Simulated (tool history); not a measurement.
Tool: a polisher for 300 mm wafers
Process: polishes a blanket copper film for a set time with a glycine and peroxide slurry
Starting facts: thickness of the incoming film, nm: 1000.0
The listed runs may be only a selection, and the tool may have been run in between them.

run  hour  flow of slurry (ml/min)  pressure of the wafer on the pad (psi)  speed of the pad under the wafer (cm/s)  polishing time (s)  film removed (angstrom)
  1   0.0                      250                                     2.7                                      106                  53                   3369.7
  2   3.6                      250                                     2.4                                      106                  53                   3189.0
  3  11.8                      250                                     2.4                                      106                  53                   3217.6
  4  20.5                      250                                     2.4                                       94                  53                   2856.6
     24.3  -- head pressure recalibrated
  5  24.3                      280                                     2.4                                       94                  53                   3096.2
  6  24.9                      280                                     2.4                                       84                  53                   2877.8

The next listed run, before its measurement:
  7  26.6                      295                                     2.7                                       86                  53                        ?

film removed (angstrom): 3111.0

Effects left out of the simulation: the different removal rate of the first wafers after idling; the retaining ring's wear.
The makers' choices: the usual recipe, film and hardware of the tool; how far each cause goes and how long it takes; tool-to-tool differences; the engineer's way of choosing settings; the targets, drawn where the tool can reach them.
